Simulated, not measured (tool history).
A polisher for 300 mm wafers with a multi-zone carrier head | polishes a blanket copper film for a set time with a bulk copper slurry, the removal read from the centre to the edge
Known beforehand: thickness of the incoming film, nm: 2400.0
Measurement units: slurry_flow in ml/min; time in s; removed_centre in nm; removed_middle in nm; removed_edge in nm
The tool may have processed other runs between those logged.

run	day	slurry_flow	centre_zone	middle_zone	edge_zone	slurry_solids	time	removed_centre	removed_middle	removed_edge
1	0	150	1	1	1	1	47	272.53	271	259.06
2	0.088	150	1.04	1	1	1	47	275.55	267.46	260.43
3	0.292	155	1.03	1.01	1.03	1.1	49	297.08	286.97	280.94
4	0.512	155	1.03	1.01	1.03	1.1	57	334.83	340.47	328.78
5	0.683	185	1.03	1.01	1.03	1.1	57	348.05	346.86	335.82
6	0.883	185	1.03	1.02	1.05	1.15	58	359.53	359.39	347.72
7	1.079	185	1.02	1.02	1.07	1.2	59	371.28	373.95	357.48
8	1.425	180	1	1.01	1.08	1.25	60	369.15	375.92	367.55
9	1.671	180	0.99	1.01	1.09	1.3	61	378.54	388.14	380.57
10	1.708	180	0.98	1.01	1.1	1.35	61	378.65	387.36	381.5

What will run 11 give?
11	2.038	180	0.98	1.01	1.1	1.35	61	?	?	?

{"run 11": {"removed_centre": 372.42, "removed_middle": 384.32, "removed_edge": 382.94}}
